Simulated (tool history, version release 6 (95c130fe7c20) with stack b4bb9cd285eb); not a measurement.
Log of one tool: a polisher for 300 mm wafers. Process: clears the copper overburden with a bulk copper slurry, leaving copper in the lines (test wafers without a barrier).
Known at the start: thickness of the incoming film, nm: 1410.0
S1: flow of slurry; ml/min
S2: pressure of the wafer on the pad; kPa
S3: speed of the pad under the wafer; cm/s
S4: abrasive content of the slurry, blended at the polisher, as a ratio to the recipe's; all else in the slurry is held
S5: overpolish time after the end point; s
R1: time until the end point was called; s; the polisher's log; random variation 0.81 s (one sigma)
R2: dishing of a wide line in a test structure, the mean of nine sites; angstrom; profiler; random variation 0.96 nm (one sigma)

run  hour   S1    S2   S3   S4  S5      R1      R2
  1     0  250  16.5  124    1  27   140.1  794.65
  2   2.8  250  17.9  126    1  24  129.81  815.53
  3     8  250  19.3  130    1  21  114.07  809.99
  4  16.4  250  19.3  130    1  15  115.47  712.67
  5  23.8  250  19.3  130  0.9  15  118.93  707.33
  6  31.9  250  20.7  130  0.9  16   114.2  754.52
  7  34.9  250  21.4  134  0.9  16  104.79  777.69
  8  42.7  250  22.1  136  0.9  16  101.12  807.45
  9  50.3  250  22.8  138  0.9  16  97.577  812.45
 10  53.8  250  23.4  140  0.9  16  92.546  829.09
 11  60.5  250  24.1  142  0.9  16  87.415  855.09

The next listed run, before its measurement:
 12  66.8  255  24.8  144  0.9  17   ?   ?

R1: 84.197 s
R2: 874.78 angstrom

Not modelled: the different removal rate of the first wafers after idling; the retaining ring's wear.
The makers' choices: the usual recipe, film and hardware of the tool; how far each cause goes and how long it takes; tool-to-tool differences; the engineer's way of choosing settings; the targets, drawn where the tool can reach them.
